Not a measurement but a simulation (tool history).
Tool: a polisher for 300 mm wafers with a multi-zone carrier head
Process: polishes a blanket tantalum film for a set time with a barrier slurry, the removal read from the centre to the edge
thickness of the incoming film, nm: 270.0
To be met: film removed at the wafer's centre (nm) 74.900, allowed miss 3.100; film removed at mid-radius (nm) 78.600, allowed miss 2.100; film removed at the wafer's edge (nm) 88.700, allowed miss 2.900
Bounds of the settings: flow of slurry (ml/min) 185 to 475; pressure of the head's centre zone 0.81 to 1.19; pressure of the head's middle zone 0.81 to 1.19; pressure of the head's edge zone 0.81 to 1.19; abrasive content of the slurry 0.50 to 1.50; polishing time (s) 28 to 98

run,day,flow of slurry (ml/min),pressure of the head's centre zone,pressure of the head's middle zone,pressure of the head's edge zone,abrasive content of the slurry,polishing time (s),film removed at the wafer's centre (nm),film removed at mid-radius (nm),film removed at the wafer's edge (nm)
1,0.000,305,1.00,1.00,1.00,1.00,63,96.373,96.753,97.650
2,0.342,305,1.00,0.97,1.00,1.00,63,97.765,93.869,99.527
3,0.404,300,0.97,0.96,0.99,0.95,63,94.405,91.164,95.342
4,0.542,255,0.97,0.96,0.99,0.95,63,90.957,91.601,93.141
5,0.671,255,0.97,0.96,0.99,0.95,72,101.610,102.700,107.950
# day 0.958: slurry nozzle cleaned
6,0.958,245,0.94,0.94,1.00,0.85,72,101.420,102.760,108.540
7,1.221,235,0.92,0.92,1.01,0.85,69,95.063,95.266,103.570
8,1.479,225,0.90,0.91,1.02,0.80,67,87.137,88.857,99.175
9,1.504,220,0.89,0.90,1.01,0.75,67,86.440,86.970,96.740

5 next moves are on the table. One of them brings every result within its allowed miss. Which?
A,1.529,185,0.81,0.96,1.04,0.75,74,?,?,?
B,1.529,185,0.90,0.93,1.10,0.80,60,?,?,?
C,1.529,185,0.81,0.97,1.15,0.75,60,?,?,?
D,1.529,200,0.90,0.94,0.91,0.70,61,?,?,?
E,1.529,185,0.86,0.96,1.01,0.80,62,?,?,?

move,film removed at the wafer's centre (nm),film removed at mid-radius (nm),film removed at the wafer's edge (nm)
A,83.385,97.271,105.580
B,76.597,78.208,89.734
C,67.614,79.545,90.048
D,76.099,78.272,80.871
E,75.618,83.018,88.850
A: further off than the last run
B: meets every target
C: brings the result that was furthest off to its target, and leaves another outside
D: brings the result that was furthest off to its target, and leaves another outside
E: nearer than the last run, and not there yet
Answer: B

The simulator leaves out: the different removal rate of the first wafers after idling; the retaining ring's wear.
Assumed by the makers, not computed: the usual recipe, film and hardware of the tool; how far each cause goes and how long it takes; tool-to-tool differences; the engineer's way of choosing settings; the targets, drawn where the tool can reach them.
